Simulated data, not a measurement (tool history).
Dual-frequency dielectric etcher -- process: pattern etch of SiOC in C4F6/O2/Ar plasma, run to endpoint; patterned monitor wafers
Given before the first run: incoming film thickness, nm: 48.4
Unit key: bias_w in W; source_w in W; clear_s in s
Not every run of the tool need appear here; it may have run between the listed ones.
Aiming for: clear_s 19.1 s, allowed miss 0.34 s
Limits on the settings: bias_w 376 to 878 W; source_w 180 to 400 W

run 1 hour=0 | bias_w=627 source_w=290 | clear_s=17.305
run 2 hour=5 | bias_w=581 source_w=290 | clear_s=17.811
run 3 hour=11.3 | bias_w=581 source_w=330 | clear_s=17.257
run 4 hour=19.6 | bias_w=533 source_w=330 | clear_s=18.048
run 5 hour=20.3 | bias_w=571 source_w=330 | clear_s=17.358
run 6 hour=21.1 | bias_w=533 source_w=330 | clear_s=17.951
run 7 hour=24.4 | bias_w=508 source_w=330 | clear_s=18.491
run 8 hour=31.4 | bias_w=497 source_w=330 | clear_s=18.662
run 9 hour=37 | bias_w=497 source_w=330 | clear_s=18.637

5 candidate next runs follow, results not yet known. Just one meets every target within its allowed miss. Identify it.
run A hour=42.6 | bias_w=420 source_w=340 | clear_s=?
run B hour=42.6 | bias_w=463 source_w=400 | clear_s=?
run C hour=42.6 | bias_w=431 source_w=340 | clear_s=?
run D hour=42.6 | bias_w=465 source_w=340 | clear_s=?
run E hour=42.6 | bias_w=530 source_w=240 | clear_s=?

move=A clear_s=20.125
move=B clear_s=18.265
move=C clear_s=19.864
move=D clear_s=19.125
move=E clear_s=19.741
A: moves the result that the last run missed by most past its target, out the other side
B: lands further from the targets than the last run did
C: moves the result that the last run missed by most past its target, out the other side
D: hits every target within its allowed miss
E: moves the result that the last run missed by most past its target, out the other side
Correct choice: D, which meets every target
